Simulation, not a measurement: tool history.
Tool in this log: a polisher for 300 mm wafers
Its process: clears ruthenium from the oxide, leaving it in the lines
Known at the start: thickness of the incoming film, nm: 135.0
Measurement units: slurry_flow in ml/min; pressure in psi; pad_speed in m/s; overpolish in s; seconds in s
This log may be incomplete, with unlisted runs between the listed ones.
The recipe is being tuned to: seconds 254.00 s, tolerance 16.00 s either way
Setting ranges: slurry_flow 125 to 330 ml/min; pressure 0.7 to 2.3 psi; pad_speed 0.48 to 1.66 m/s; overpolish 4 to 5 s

Run 1, day 0.000: slurry_flow 210 ml/min, pressure 1.5 psi, pad_speed 1.06 m/s, overpolish 5 s. Result: seconds 121.78 s.
Run 2, day 0.371: slurry_flow 260 ml/min, pressure 1.5 psi, pad_speed 1.06 m/s, overpolish 5 s. Result: seconds 121.23 s.
Run 3, day 0.700: slurry_flow 260 ml/min, pressure 1.3 psi, pad_speed 1.06 m/s, overpolish 5 s. Result: seconds 138.45 s.
Run 4, day 0.721: slurry_flow 220 ml/min, pressure 1.3 psi, pad_speed 1.06 m/s, overpolish 5 s. Result: seconds 139.95 s.
Run 5, day 1.079: slurry_flow 220 ml/min, pressure 1.3 psi, pad_speed 0.80 m/s, overpolish 5 s. Result: seconds 161.71 s.
Run 6, day 1.358: slurry_flow 255 ml/min, pressure 1.3 psi, pad_speed 0.80 m/s, overpolish 5 s. Result: seconds 156.44 s.
Run 7, day 1.579: slurry_flow 255 ml/min, pressure 1.2 psi, pad_speed 0.78 m/s, overpolish 5 s. Result: seconds 177.38 s.
Run 8, day 1.838: slurry_flow 255 ml/min, pressure 0.9 psi, pad_speed 0.74 m/s, overpolish 5 s. Result: seconds 232.02 s.

Which of these 5 next moves meets every target?
Run A, day 2.096: slurry_flow 240 ml/min, pressure 0.8 psi, pad_speed 0.76 m/s, overpolish 5 s. Result: seconds ?.
Run B, day 2.096: slurry_flow 270 ml/min, pressure 1.0 psi, pad_speed 0.66 m/s, overpolish 5 s. Result: seconds ?.
Run C, day 2.096: slurry_flow 220 ml/min, pressure 1.0 psi, pad_speed 0.82 m/s, overpolish 4 s. Result: seconds ?.
Run D, day 2.096: slurry_flow 265 ml/min, pressure 1.0 psi, pad_speed 0.76 m/s, overpolish 5 s. Result: seconds ?.
Run E, day 2.096: slurry_flow 220 ml/min, pressure 0.9 psi, pad_speed 0.98 m/s, overpolish 5 s. Result: seconds ?.

move  seconds
   A   249.60
   B   222.59
   C   201.84
   D   206.55
   E   197.52
A: meets every target
B: lands further from the targets than the last run did
C: lands further from the targets than the last run did
D: lands further from the targets than the last run did
E: lands further from the targets than the last run did
The right move is A.
